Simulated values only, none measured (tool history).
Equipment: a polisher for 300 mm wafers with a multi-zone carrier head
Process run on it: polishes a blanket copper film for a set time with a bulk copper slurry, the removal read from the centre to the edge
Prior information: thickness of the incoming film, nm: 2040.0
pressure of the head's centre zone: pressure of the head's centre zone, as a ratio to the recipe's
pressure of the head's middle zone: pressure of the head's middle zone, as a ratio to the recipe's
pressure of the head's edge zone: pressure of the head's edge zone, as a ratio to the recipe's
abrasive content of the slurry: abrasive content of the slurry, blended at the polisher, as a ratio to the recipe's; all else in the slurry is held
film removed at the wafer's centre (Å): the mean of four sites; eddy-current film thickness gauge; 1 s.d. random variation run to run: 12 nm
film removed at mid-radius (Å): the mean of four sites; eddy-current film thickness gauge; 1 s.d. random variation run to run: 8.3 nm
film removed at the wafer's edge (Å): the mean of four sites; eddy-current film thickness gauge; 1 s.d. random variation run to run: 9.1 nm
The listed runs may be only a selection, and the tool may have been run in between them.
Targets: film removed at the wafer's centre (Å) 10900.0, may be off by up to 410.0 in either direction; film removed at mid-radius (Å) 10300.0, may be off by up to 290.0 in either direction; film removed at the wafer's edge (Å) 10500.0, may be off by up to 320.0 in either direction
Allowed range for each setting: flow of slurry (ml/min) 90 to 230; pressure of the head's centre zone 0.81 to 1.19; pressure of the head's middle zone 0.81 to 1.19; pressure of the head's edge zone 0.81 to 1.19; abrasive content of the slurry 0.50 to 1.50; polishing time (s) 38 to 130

run,hour,flow of slurry (ml/min),pressure of the head's centre zone,pressure of the head's middle zone,pressure of the head's edge zone,abrasive content of the slurry,polishing time (s),film removed at the wafer's centre (Å),film removed at mid-radius (Å),film removed at the wafer's edge (Å)
1,0.0,150,1.00,1.00,1.00,1.00,84,7544.8,7580.9,7525.0
2,4.3,155,1.01,1.00,1.02,1.05,85,7901.8,7836.4,7915.1
3,10.9,160,1.02,1.01,1.03,1.10,85,8026.1,7966.1,7923.1
4,16.5,160,1.02,1.01,1.03,1.25,85,8522.0,8466.6,8259.5
5,20.1,165,1.02,1.01,1.04,1.30,86,8793.0,8458.2,8563.0
6,25.3,165,0.97,1.01,1.04,1.30,86,8256.3,8554.0,8582.2
7,28.0,170,0.98,1.01,1.05,1.30,87,8532.5,8748.8,8718.2
8,34.0,170,0.99,1.01,1.06,1.30,88,8691.8,8766.3,8696.4
9,41.4,170,0.99,1.01,1.06,1.30,89,8813.2,8798.7,9132.3
10,49.9,175,1.00,1.02,1.07,1.30,89,8702.1,8916.7,9044.1

Next run, 5 choices. One meets every target within its allowed miss, the rest don't. Which?
A,58.4,165,0.97,0.95,1.19,1.30,104,?,?,?
B,58.4,185,1.01,0.95,0.98,1.45,104,?,?,?
C,58.4,150,0.96,1.08,1.17,0.90,118,?,?,?
D,58.4,225,1.03,0.88,1.19,1.30,105,?,?,?
E,58.4,230,0.89,0.93,1.19,0.75,89,?,?,?

move,film removed at the wafer's centre (Å),film removed at mid-radius (Å),film removed at the wafer's edge (Å)
A,10003.0,10029.0,11070.0
B,10873.0,10450.0,10428.0
C,10083.0,11391.0,11195.0
D,11134.0,9822.0,11466.0
E,7060.0,7555.9,8408.5
A: gains on the last run, yet a result remains outside its allowed miss
B: each result inside its tolerance
C: gains on the last run, yet a result remains outside its allowed miss
D: the worst result of the last run now meets its target, but another is out of spec
E: the biggest miss grows against the last run
Correct choice: B, which meets every target

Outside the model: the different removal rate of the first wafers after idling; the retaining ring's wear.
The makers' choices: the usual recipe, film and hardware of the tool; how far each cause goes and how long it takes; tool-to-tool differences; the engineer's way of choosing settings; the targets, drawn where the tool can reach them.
